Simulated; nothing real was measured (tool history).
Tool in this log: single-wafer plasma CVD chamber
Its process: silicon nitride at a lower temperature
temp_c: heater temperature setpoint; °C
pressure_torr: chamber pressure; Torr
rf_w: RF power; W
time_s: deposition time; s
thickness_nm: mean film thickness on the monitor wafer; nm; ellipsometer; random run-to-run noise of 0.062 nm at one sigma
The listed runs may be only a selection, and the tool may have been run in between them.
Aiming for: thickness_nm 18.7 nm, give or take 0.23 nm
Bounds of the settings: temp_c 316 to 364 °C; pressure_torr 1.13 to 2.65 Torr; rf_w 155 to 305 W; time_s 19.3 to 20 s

run,hour,temp_c,pressure_torr,rf_w,time_s,thickness_nm
1,0,340,1.89,230,19.3,19.996
2,2.3,340,1.89,245,19.3,21.105
3,9.2,340,1.89,230,19.3,20.006
4,14.7,340,1.76,230,19.3,19.661
5,18.1,340,1.64,230,19.3,19.144
6,23.8,340,1.91,230,19.3,20.056
7,30.1,340,1.79,230,19.3,19.704
8,36.1,340,1.7,230,19.3,19.399
9,44,340,1.64,230,19.3,19.276

4 candidate next runs follow, results not yet known. Just one meets every target within its allowed miss. Identify it.
A,51.9,335,1.82,225,19.3,?
B,51.9,346,1.61,225,19.3,?
C,51.9,345,1.8,230,19.3,?
D,51.9,332,1.73,225,20,?

move,thickness_nm
A,19.337
B,18.526
C,19.575
D,19.738
A: further off than the last run
B: all results in spec
C: further off than the last run
D: further off than the last run
Correct choice: B, which meets every target

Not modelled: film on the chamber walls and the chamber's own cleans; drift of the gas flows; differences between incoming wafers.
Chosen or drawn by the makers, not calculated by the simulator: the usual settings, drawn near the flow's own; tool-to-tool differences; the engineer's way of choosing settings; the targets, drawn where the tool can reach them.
